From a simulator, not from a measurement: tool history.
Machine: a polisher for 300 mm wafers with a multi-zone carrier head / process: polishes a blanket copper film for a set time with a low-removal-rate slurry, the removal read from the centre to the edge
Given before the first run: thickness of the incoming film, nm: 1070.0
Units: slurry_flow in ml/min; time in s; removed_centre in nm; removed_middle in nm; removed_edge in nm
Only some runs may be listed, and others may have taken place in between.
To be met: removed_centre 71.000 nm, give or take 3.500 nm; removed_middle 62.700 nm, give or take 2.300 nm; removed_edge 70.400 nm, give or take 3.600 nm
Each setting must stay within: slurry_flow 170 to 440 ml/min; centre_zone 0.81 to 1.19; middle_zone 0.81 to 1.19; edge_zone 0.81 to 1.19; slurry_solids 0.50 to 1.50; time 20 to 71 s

run 1 hour=0.0 | slurry_flow=280 centre_zone=1.00 middle_zone=1.00 edge_zone=1.00 slurry_solids=1.00 time=45 | removed_centre=115.990 removed_middle=117.390 removed_edge=117.280
run 2 hour=4.9 | slurry_flow=275 centre_zone=1.00 middle_zone=0.97 edge_zone=0.99 slurry_solids=0.90 time=42 | removed_centre=102.210 removed_middle=104.850 removed_edge=107.060
run 3 hour=11.5 | slurry_flow=275 centre_zone=1.03 middle_zone=0.94 edge_zone=0.98 slurry_solids=0.85 time=39 | removed_centre=96.961 removed_middle=93.478 removed_edge=97.405
run 4 hour=13.0 | slurry_flow=275 centre_zone=1.03 middle_zone=0.94 edge_zone=0.98 slurry_solids=1.00 time=39 | removed_centre=102.220 removed_middle=93.522 removed_edge=101.280
run 5 hour=16.1 | slurry_flow=275 centre_zone=1.04 middle_zone=0.92 edge_zone=0.97 slurry_solids=0.95 time=37 | removed_centre=96.409 removed_middle=88.343 removed_edge=93.701
run 6 hour=19.8 | slurry_flow=275 centre_zone=1.04 middle_zone=0.88 edge_zone=0.97 slurry_solids=0.95 time=37 | removed_centre=94.664 removed_middle=85.890 removed_edge=91.650
-- hour=22.1 slurry nozzle cleaned
run 7 hour=22.1 | slurry_flow=270 centre_zone=1.05 middle_zone=0.87 edge_zone=0.98 slurry_solids=0.90 time=35 | removed_centre=91.950 removed_middle=83.913 removed_edge=89.101
run 8 hour=30.7 | slurry_flow=270 centre_zone=1.04 middle_zone=0.86 edge_zone=0.97 slurry_solids=0.95 time=33 | removed_centre=88.015 removed_middle=79.358 removed_edge=84.507
run 9 hour=39.3 | slurry_flow=265 centre_zone=1.05 middle_zone=0.85 edge_zone=1.00 slurry_solids=0.90 time=31 | removed_centre=83.802 removed_middle=71.940 removed_edge=80.219
run 10 hour=44.4 | slurry_flow=265 centre_zone=1.05 middle_zone=0.84 edge_zone=1.00 slurry_solids=0.85 time=30 | removed_centre=77.466 removed_middle=68.172 removed_edge=75.975

Which single option among these 5 for the next run brings every result within its allowed miss of target? Just one does.
run A hour=49.5 | slurry_flow=285 centre_zone=1.06 middle_zone=0.89 edge_zone=1.09 slurry_solids=1.15 time=25 | removed_centre=? removed_middle=? removed_edge=?
run B hour=49.5 | slurry_flow=210 centre_zone=1.17 middle_zone=1.01 edge_zone=0.81 slurry_solids=0.90 time=30 | removed_centre=? removed_middle=? removed_edge=?
run C hour=49.5 | slurry_flow=260 centre_zone=0.91 middle_zone=0.91 edge_zone=0.98 slurry_solids=0.60 time=31 | removed_centre=? removed_middle=? removed_edge=?
run D hour=49.5 | slurry_flow=255 centre_zone=1.13 middle_zone=0.90 edge_zone=0.81 slurry_solids=0.80 time=32 | removed_centre=? removed_middle=? removed_edge=?
run E hour=49.5 | slurry_flow=275 centre_zone=0.87 middle_zone=0.89 edge_zone=0.96 slurry_solids=0.50 time=33 | removed_centre=? removed_middle=? removed_edge=?

move=A removed_centre=71.452 removed_middle=64.160 removed_edge=71.489
move=B removed_centre=84.089 removed_middle=76.176 removed_edge=69.286
move=C removed_centre=68.311 removed_middle=69.975 removed_edge=73.325
move=D removed_centre=87.839 removed_middle=75.695 removed_edge=73.752
move=E removed_centre=68.442 removed_middle=71.431 removed_edge=75.100
A: meets every target
B: misses by more than the last run did
C: misses by more than the last run did
D: misses by more than the last run did
E: misses by more than the last run did
The move that meets every target is A.

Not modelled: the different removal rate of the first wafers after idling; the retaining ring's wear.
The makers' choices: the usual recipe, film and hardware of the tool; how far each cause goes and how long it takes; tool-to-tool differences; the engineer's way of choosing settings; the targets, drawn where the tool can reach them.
